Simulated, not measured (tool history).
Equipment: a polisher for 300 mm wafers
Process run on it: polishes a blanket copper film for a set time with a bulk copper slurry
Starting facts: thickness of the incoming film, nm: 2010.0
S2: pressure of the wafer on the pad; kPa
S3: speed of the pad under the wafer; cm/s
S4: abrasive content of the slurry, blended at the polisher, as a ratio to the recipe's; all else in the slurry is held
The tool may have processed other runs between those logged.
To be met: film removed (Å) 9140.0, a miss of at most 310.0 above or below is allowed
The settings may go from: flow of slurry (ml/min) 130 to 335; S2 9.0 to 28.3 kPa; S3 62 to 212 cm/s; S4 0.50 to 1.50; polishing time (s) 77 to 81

{"run": 1, "hour": 0.0, "flow of slurry (ml/min)": 215, "S2": 18.6, "S3": 136, "S4": 1.0, "polishing time (s)": 77, "film removed (Å)": 11238.0}
{"run": 2, "hour": 3.5, "flow of slurry (ml/min)": 215, "S2": 17.9, "S3": 136, "S4": 1.0, "polishing time (s)": 77, "film removed (Å)": 11156.0}
{"run": 3, "hour": 6.6, "flow of slurry (ml/min)": 215, "S2": 22.1, "S3": 136, "S4": 1.0, "polishing time (s)": 77, "film removed (Å)": 12357.0}
{"run": 4, "hour": 14.1, "flow of slurry (ml/min)": 215, "S2": 25.5, "S3": 136, "S4": 1.0, "polishing time (s)": 77, "film removed (Å)": 13665.0}
{"run": 5, "hour": 18.1, "flow of slurry (ml/min)": 250, "S2": 25.5, "S3": 136, "S4": 1.0, "polishing time (s)": 77, "film removed (Å)": 14107.0}
{"run": 6, "hour": 19.5, "flow of slurry (ml/min)": 245, "S2": 22.8, "S3": 134, "S4": 1.0, "polishing time (s)": 77, "film removed (Å)": 12890.0}
{"run": 7, "hour": 20.5, "flow of slurry (ml/min)": 235, "S2": 20.7, "S3": 132, "S4": 1.0, "polishing time (s)": 77, "film removed (Å)": 11720.0}
{"run": 8, "hour": 28.6, "flow of slurry (ml/min)": 235, "S2": 15.9, "S3": 130, "S4": 1.0, "polishing time (s)": 77, "film removed (Å)": 9866.4}

Which one of the following 4 next-run settings gets every result inside its allowed miss? There is exactly one.
{"run": "A", "hour": 36.7, "flow of slurry (ml/min)": 200, "S2": 17.2, "S3": 132, "S4": 1.05, "polishing time (s)": 81, "film removed (Å)": "?"}
{"run": "B", "hour": 36.7, "flow of slurry (ml/min)": 140, "S2": 22.1, "S3": 128, "S4": 1.0, "polishing time (s)": 81, "film removed (Å)": "?"}
{"run": "C", "hour": 36.7, "flow of slurry (ml/min)": 290, "S2": 13.1, "S3": 130, "S4": 1.1, "polishing time (s)": 77, "film removed (Å)": "?"}
{"run": "D", "hour": 36.7, "flow of slurry (ml/min)": 260, "S2": 19.3, "S3": 116, "S4": 0.95, "polishing time (s)": 81, "film removed (Å)": "?"}

move=A film_removed_(Å)=11039.0
move=B film_removed_(Å)=11706.0
move=C film_removed_(Å)=9334.0
move=D film_removed_(Å)=10421.0
A: lands further from the targets than the last run did
B: lands further from the targets than the last run did
C: hits every target within its allowed miss
D: lands further from the targets than the last run did
Go with C: it meets all targets.
